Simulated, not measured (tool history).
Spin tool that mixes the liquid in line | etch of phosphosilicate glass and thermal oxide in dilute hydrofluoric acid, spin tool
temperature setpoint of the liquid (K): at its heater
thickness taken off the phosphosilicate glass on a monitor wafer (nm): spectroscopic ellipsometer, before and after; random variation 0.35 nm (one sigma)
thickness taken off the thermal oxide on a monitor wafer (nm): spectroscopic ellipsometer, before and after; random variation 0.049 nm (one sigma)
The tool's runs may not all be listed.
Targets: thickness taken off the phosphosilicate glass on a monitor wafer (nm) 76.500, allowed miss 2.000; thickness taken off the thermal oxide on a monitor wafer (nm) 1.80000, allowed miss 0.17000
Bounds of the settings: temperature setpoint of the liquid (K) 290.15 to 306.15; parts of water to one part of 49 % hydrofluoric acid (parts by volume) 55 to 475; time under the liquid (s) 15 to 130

run,hour,temperature setpoint of the liquid (K),parts of water to one part of 49 % hydrofluoric acid (parts by volume),time under the liquid (s),thickness taken off the phosphosilicate glass on a monitor wafer (nm),thickness taken off the thermal oxide on a monitor wafer (nm)
1,0.0,298.15,265,65,41.403,0.99899
2,7.1,299.65,250,65,47.539,1.11600
3,14.7,299.65,155,65,84.360,1.96040
4,23.6,299.15,155,65,83.328,1.98700
5,27.7,299.15,155,50,63.795,1.51810
6,33.0,300.15,155,50,66.575,1.56950
7,36.2,300.65,155,50,67.672,1.53450
8,39.8,300.65,150,50,70.145,1.63070
9,48.5,301.15,150,50,71.493,1.67090
10,51.4,301.65,150,50,73.189,1.73800

Which of these 4 next moves meets every target?
A,54.3,301.65,120,40,?,?
B,54.3,299.15,105,40,?,?
C,54.3,297.65,135,50,?,?
D,54.3,297.65,120,45,?,?

move,thickness taken off the phosphosilicate glass on a monitor wafer (nm),thickness taken off the thermal oxide on a monitor wafer (nm)
A,76.136,1.81950
B,80.495,1.92360
C,71.221,1.70200
D,73.365,1.75320
A: meets every target
B: takes the result that was furthest off past its target
C: further off than the last run
D: nearer than the last run, and not there yet
Answer: A

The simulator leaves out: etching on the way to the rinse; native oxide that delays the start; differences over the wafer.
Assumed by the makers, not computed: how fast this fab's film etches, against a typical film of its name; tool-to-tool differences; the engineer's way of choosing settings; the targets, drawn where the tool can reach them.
